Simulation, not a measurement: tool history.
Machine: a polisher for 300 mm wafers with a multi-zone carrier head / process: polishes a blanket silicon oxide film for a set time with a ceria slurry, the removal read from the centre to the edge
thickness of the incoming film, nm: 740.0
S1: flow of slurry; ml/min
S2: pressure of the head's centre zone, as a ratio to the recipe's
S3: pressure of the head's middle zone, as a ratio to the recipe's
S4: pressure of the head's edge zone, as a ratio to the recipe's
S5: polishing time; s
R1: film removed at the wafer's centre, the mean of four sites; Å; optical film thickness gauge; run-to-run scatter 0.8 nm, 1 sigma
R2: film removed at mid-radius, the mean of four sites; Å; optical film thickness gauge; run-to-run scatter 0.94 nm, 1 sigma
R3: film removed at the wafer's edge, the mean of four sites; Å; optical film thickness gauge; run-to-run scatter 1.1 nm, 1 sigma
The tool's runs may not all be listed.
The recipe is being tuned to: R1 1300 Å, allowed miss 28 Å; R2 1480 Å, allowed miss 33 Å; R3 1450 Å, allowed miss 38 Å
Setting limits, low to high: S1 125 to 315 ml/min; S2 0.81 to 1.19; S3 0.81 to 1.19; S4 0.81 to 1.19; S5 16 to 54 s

Run 1, hour 0: S1 205 ml/min, S2 1, S3 1, S4 1, S5 35 s. Result: R1 1976 Å, R2 1955.1 Å, R3 1977.2 Å.
Run 2, hour 4.9: S1 205 ml/min, S2 1, S3 0.95, S4 1, S5 35 s. Result: R1 1990.4 Å, R2 1877.8 Å, R3 1981.5 Å.
Run 3, hour 7.1: S1 195 ml/min, S2 0.97, S3 0.95, S4 0.97, S5 34 s. Result: R1 1871.8 Å, R2 1788.2 Å, R3 1891.6 Å.
Run 4, hour 13.2: S1 195 ml/min, S2 1.03, S3 0.95, S4 0.97, S5 34 s. Result: R1 1955.3 Å, R2 1799.1 Å, R3 1905.4 Å.
Run 5, hour 16.5: S1 195 ml/min, S2 1.09, S3 0.95, S4 0.97, S5 34 s. Result: R1 2055.8 Å, R2 1798.2 Å, R3 1879.3 Å.
Run 6, hour 17.4: S1 195 ml/min, S2 1.01, S3 0.95, S4 0.97, S5 34 s. Result: R1 1925.1 Å, R2 1818.6 Å, R3 1904.9 Å.
Run 7, hour 18.8: S1 190 ml/min, S2 0.98, S3 0.96, S4 0.95, S5 32 s. Result: R1 1785.5 Å, R2 1713.3 Å, R3 1755.3 Å.
Run 8, hour 27.8: S1 135 ml/min, S2 0.88, S3 1.03, S4 0.97, S5 26 s. Result: R1 1274.7 Å, R2 1411 Å, R3 1423.3 Å.
Run 9, hour 31.8: S1 140 ml/min, S2 0.88, S3 1.03, S4 0.97, S5 26 s. Result: R1 1279.1 Å, R2 1426.8 Å, R3 1408.5 Å.
Run 10, hour 35.5: S1 145 ml/min, S2 0.88, S3 1.03, S4 0.98, S5 26 s. Result: R1 1273.4 Å, R2 1424.9 Å, R3 1423.6 Å.
Run 11, hour 44.3: S1 150 ml/min, S2 0.88, S3 1.03, S4 0.98, S5 26 s. Result: R1 1295.3 Å, R2 1448.1 Å, R3 1419.4 Å.
Run 12, hour 51.3: S1 150 ml/min, S2 0.88, S3 1.03, S4 0.99, S5 26 s. Result: R1 1276.4 Å, R2 1434.3 Å, R3 1433.7 Å.
Run 13, hour 58.9: S1 155 ml/min, S2 0.88, S3 1.03, S4 0.99, S5 26 s. Result: R1 1286.3 Å, R2 1452.3 Å, R3 1424.7 Å.
Run 14, hour 63.1: S1 155 ml/min, S2 0.88, S3 1.03, S4 0.99, S5 26 s. Result: R1 1294.5 Å, R2 1437.6 Å, R3 1447.7 Å.
Run 15, hour 67.8: S1 155 ml/min, S2 0.88, S3 1.03, S4 0.99, S5 26 s. Result: R1 1295.3 Å, R2 1448.7 Å, R3 1436.4 Å.

Exercise: of the 4 proposed moves below, exactly one satisfies all targets within the stated allowed misses. Which move is it?
Run A, hour 72.5: S1 145 ml/min, S2 0.85, S3 1.03, S4 0.95, S5 27 s. Result: R1 ?, R2 ?, R3 ?.
Run B, hour 72.5: S1 125 ml/min, S2 0.81, S3 0.98, S4 0.94, S5 29 s. Result: R1 ?, R2 ?, R3 ?.
Run C, hour 72.5: S1 145 ml/min, S2 0.89, S3 1.01, S4 1.04, S5 26 s. Result: R1 ?, R2 ?, R3 ?.
Run D, hour 72.5: S1 125 ml/min, S2 0.89, S3 0.97, S4 0.93, S5 27 s. Result: R1 ?, R2 ?, R3 ?.

move      R1      R2      R3
   A  1297.8  1474.3    1467
   B  1314.7  1488.9  1546.7
   C  1293.9    1396    1476
   D  1313.8  1373.9    1433
A: each result inside its tolerance
B: the furthest-off result lands on target, but another misses its tolerance
C: misses by more than the last run did
D: misses by more than the last run did
Move A is the one to make.

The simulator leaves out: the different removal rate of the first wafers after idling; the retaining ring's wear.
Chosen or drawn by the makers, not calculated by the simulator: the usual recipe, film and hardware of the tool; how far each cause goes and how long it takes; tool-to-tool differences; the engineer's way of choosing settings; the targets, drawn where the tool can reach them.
